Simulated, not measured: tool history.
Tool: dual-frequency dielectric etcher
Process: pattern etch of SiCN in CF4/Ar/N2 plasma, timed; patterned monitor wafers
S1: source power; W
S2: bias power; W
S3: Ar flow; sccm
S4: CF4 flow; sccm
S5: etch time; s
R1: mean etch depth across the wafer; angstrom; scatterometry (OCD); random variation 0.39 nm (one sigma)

run 1 hour=0 | S1=510 S2=57 S3=134 S4=80 S5=56.5 | R1=479.56
run 2 hour=4.3 | S1=530 S2=57 S3=134 S4=80 S5=56.5 | R1=500.64
run 3 hour=5 | S1=550 S2=57 S3=134 S4=80 S5=56.5 | R1=528.57
run 4 hour=8.9 | S1=560 S2=57 S3=134 S4=80 S5=56.5 | R1=532.75
run 5 hour=11.6 | S1=560 S2=57 S3=134 S4=73 S5=56.5 | R1=526.98
run 6 hour=12.2 | S1=490 S2=57 S3=134 S4=73 S5=56.5 | R1=460.78
run 7 hour=17 | S1=510 S2=57 S3=134 S4=73 S5=56.5 | R1=476.69
run 8 hour=20.3 | S1=530 S2=57 S3=134 S4=73 S5=56.5 | R1=495.25
-- hour=26 source power generator calibrated
run 9 hour=26 | S1=550 S2=57 S3=134 S4=73 S5=56.5 | R1=525.78
run 10 hour=30 | S1=560 S2=57 S3=134 S4=73 S5=56.5 | R1=538
run 11 hour=33.3 | S1=570 S2=57 S3=134 S4=73 S5=56.5 | R1=552.28
run 12 hour=38 | S1=580 S2=57 S3=134 S4=73 S5=56.5 | R1=556.44

The next listed run, before its measurement:
run 13 hour=41.8 | S1=650 S2=58 S3=134 S4=73 S5=56.5 | R1=?

Run 13 gave R1 635.07 angstrom.
